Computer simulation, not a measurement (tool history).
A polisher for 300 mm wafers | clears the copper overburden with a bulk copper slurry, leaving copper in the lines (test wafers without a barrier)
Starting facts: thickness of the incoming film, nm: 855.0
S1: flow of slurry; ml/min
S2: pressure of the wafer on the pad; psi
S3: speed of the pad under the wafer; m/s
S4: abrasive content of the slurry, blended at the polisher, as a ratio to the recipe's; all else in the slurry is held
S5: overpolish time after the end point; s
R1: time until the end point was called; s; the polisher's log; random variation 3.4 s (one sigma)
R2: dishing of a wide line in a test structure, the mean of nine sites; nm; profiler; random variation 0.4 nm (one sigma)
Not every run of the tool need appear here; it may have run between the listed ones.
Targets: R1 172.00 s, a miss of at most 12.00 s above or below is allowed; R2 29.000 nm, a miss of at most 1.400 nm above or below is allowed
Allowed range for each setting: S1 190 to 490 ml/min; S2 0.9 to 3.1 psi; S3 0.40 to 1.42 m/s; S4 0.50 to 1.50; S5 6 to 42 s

run    day   S1   S2    S3    S4  S5      R1      R2
  1  0.000  315  2.0  0.90  1.00  21  150.28  34.379
  2  0.233  315  2.0  0.90  0.85  21  154.10  33.637
  3  0.554  315  1.9  0.90  0.85  18  158.79  32.248
  4  0.808  315  1.9  0.90  0.70  18  162.63  31.059
  5  1.171  315  1.9  1.08  0.70  18  139.99  33.357
  6  1.200  315  1.8  1.08  0.70  16  151.90  32.102
  7  1.442  315  1.8  1.08  0.70  15  148.20  31.481
  8  1.721  315  1.5  1.06  0.70  11  180.57  24.984
  9  1.979  315  1.5  1.06  0.70  12  184.82  25.790
 10  2.279  315  1.7  1.06  0.70  21  162.76  32.736

5 candidate next runs follow, results not yet known. Just one meets every target within its allowed miss. Identify it.
  A  2.579  290  2.0  0.84  0.70  28   ?   ?
  B  2.579  375  1.3  1.22  0.75  16   ?   ?
  C  2.579  380  1.5  1.18  1.05  42   ?   ?
  D  2.579  345  1.6  1.18  0.65  24   ?   ?
  E  2.579  245  1.9  0.94  0.70  27   ?   ?

move      R1      R2
   A  175.35  35.423
   B  177.48  29.413
   C  147.30  35.559
   D  156.59  34.313
   E  168.44  35.245
A: misses by more than the last run did
B: each result inside its tolerance
C: misses by more than the last run did
D: misses by more than the last run did
E: misses by more than the last run did
The move that meets every target is B.
